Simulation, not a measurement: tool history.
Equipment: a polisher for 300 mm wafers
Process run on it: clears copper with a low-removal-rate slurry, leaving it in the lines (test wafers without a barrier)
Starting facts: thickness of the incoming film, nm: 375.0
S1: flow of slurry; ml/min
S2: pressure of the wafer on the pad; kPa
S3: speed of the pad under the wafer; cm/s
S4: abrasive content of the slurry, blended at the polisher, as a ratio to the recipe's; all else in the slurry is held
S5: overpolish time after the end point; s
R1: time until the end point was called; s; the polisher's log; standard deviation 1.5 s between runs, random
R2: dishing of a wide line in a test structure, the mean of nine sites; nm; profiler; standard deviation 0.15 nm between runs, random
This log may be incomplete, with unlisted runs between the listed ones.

run	hour	S1	S2	S3	S4	S5	R1	R2
1	0	255	29	102	1	9	72.089	21.996
2	3.5	220	29	102	1	9	71.617	21.421
3	10.8	220	29	122	1	9	60.867	23.393
4	12	220	35.2	122	1	9	51.602	25.385
5	18.3	220	35.2	100	1	9	60.677	23.252
# hour 22: slurry nozzle cleaned
6	22	205	33.8	98	1	8	64.236	22.056
7	23	275	25.5	90	0.9	4	90.466	11.372

The next listed run, before its measurement:
8	31.6	270	26.2	90	0.95	4	?	?

Run 8 measured R1 84.247 s, R2 11.588 nm.
